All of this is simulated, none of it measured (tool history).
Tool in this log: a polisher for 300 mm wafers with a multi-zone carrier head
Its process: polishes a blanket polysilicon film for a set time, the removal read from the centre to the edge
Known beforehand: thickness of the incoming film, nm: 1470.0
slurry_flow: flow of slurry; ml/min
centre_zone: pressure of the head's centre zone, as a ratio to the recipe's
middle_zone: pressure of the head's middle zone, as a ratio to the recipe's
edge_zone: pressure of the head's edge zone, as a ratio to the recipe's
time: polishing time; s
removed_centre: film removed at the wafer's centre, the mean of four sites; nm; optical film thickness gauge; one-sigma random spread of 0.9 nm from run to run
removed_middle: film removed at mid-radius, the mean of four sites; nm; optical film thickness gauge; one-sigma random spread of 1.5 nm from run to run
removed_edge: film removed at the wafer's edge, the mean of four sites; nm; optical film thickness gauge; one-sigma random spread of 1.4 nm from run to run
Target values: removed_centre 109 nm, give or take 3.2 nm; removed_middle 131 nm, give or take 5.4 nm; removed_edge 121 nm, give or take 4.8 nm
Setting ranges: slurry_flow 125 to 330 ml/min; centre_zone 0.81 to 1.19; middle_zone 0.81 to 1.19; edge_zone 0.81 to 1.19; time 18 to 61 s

| run | hour | slurry_flow | centre_zone | middle_zone | edge_zone | time | removed_centre | removed_middle | removed_edge |
|---|---|---|---|---|---|---|---|---|---|
| 1 | 0 | 210 | 1 | 1 | 1 | 39 | 202.69 | 197.83 | 197.47 |
| 2 | 8.7 | 200 | 0.95 | 1 | 0.96 | 34 | 167.05 | 167.94 | 170.29 |
| 3 | 9.5 | 200 | 0.95 | 0.96 | 0.96 | 34 | 166.46 | 163.96 | 175.05 |
| 4 | 15.3 | 200 | 0.99 | 0.96 | 0.96 | 34 | 173.68 | 163.93 | 171.44 |
| 5 | 24.3 | 200 | 0.99 | 0.91 | 0.96 | 34 | 174.24 | 153.24 | 169.49 |
| 6 | 26.6 | 200 | 0.99 | 0.91 | 0.9 | 34 | 173.33 | 157.68 | 165.06 |
| 7 | 34.4 | 195 | 0.95 | 0.95 | 0.88 | 31 | 150.41 | 146.46 | 152.22 |
| 8 | 41.9 | 190 | 0.93 | 0.99 | 0.86 | 29 | 138.31 | 144.11 | 139.68 |
| 9 | 44.9 | 180 | 0.9 | 1 | 0.85 | 28 | 126.78 | 133.37 | 133.96 |
| 10 | 53.4 | 170 | 0.88 | 1.03 | 0.84 | 28 | 122.57 | 142.32 | 132.34 |
| 11 | 54 | 150 | 0.84 | 1.01 | 0.81 | 25 | 101.57 | 119.29 | 112.79 |
| 12 | 56.8 | 165 | 0.84 | 1.02 | 0.81 | 25 | 103.48 | 121.65 | 115.04 |

Exactly one of the 5 candidate moves below puts every result within its allowed miss. Which one?
| A | 59.6 | 150 | 0.86 | 1.08 | 0.84 | 26 | ? | ? | ? |
| B | 59.6 | 180 | 0.92 | 1.06 | 0.81 | 25 | ? | ? | ? |
| C | 59.6 | 150 | 0.94 | 1.12 | 0.81 | 24 | ? | ? | ? |
| D | 59.6 | 175 | 0.93 | 1.15 | 0.81 | 24 | ? | ? | ? |
| E | 59.6 | 125 | 0.83 | 1.12 | 0.81 | 26 | ? | ? | ? |

| move | removed_centre | removed_middle | removed_edge |
|---|---|---|---|
| A | 107.51 | 132.88 | 118.16 |
| B | 115.17 | 130.3 | 115.33 |
| C | 108.58 | 126.49 | 107.79 |
| D | 111.21 | 133.45 | 110.18 |
| E | 98.684 | 131.17 | 113.16 |
A: all results land within tolerance of their targets
B: gets the furthest-off result to its target, but another result is out of tolerance
C: gets the furthest-off result to its target, but another result is out of tolerance
D: gets the furthest-off result to its target, but another result is out of tolerance
E: gets the furthest-off result to its target, but another result is out of tolerance
Go with A: it meets all targets.

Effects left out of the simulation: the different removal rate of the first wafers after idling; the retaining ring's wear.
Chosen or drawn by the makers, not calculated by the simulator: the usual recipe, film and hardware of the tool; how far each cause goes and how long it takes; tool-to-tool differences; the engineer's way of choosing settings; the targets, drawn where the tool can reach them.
